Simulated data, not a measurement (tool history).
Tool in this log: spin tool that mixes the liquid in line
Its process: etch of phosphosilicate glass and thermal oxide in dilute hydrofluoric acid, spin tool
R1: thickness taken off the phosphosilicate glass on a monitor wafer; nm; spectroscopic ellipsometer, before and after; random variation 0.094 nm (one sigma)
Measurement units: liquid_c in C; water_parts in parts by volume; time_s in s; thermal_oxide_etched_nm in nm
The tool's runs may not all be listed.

Run 1, hour 0.0: liquid_c 21.0 C, water_parts 210 parts by volume, time_s 30 s. Result: R1 11.524 nm, thermal_oxide_etched_nm 0.53231 nm.
Run 2, hour 3.7: liquid_c 24.0 C, water_parts 210 parts by volume, time_s 30 s. Result: R1 12.987 nm, thermal_oxide_etched_nm 0.54607 nm.
Run 3, hour 6.1: liquid_c 24.0 C, water_parts 210 parts by volume, time_s 45 s. Result: R1 19.428 nm, thermal_oxide_etched_nm 0.79685 nm.
Run 4, hour 10.4: liquid_c 24.5 C, water_parts 210 parts by volume, time_s 45 s. Result: R1 19.926 nm, thermal_oxide_etched_nm 0.86445 nm.
Run 5, hour 16.3: liquid_c 25.0 C, water_parts 210 parts by volume, time_s 45 s. Result: R1 20.134 nm, thermal_oxide_etched_nm 0.93684 nm.
Run 6, hour 19.4: liquid_c 25.0 C, water_parts 285 parts by volume, time_s 45 s. Result: R1 13.745 nm, thermal_oxide_etched_nm 0.62579 nm.
Run 7, hour 25.4: liquid_c 25.5 C, water_parts 280 parts by volume, time_s 45 s. Result: R1 14.399 nm, thermal_oxide_etched_nm 0.64206 nm.
Run 8, hour 33.8: liquid_c 26.0 C, water_parts 275 parts by volume, time_s 45 s. Result: R1 14.934 nm, thermal_oxide_etched_nm 0.65678 nm.

Run 9 is up next; what results do you expect?
Run 9, hour 39.7: liquid_c 29.0 C, water_parts 210 parts by volume, time_s 45 s. Result: R1 ?, thermal_oxide_etched_nm ?.

Logged for run 9: R1 23.454 nm, thermal_oxide_etched_nm 0.97708 nm.
